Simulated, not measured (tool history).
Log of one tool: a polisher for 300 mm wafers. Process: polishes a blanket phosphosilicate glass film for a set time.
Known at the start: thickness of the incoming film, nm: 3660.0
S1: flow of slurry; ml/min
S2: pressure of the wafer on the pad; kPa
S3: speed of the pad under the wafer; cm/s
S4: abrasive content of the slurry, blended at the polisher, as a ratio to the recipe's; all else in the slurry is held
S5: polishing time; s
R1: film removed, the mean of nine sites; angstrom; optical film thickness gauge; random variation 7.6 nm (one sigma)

run,hour,S1,S2,S3,S4,S5,R1
1,0,135,22.1,120,1,53,4455.4
2,5.4,140,24.1,122,1,53,4885.8
3,12.4,140,26.2,126,1,53,5423.3
4,14.5,140,22.8,126,1,53,4749.5
5,18.8,140,24.8,128,1,53,5212
# hour 22.9: worn pad replaced by a new one
6,22.9,140,24.8,128,1,53,5550.1
7,25.3,145,26.2,128,1,53,5864
8,33.6,155,26.9,128,1,53,6092.5
9,42,160,27.6,128,1,53,6258.3

The next listed run, before its measurement:
10,47.9,165,28.3,128,1,53,?

Run 10 gave R1 6541 angstrom.

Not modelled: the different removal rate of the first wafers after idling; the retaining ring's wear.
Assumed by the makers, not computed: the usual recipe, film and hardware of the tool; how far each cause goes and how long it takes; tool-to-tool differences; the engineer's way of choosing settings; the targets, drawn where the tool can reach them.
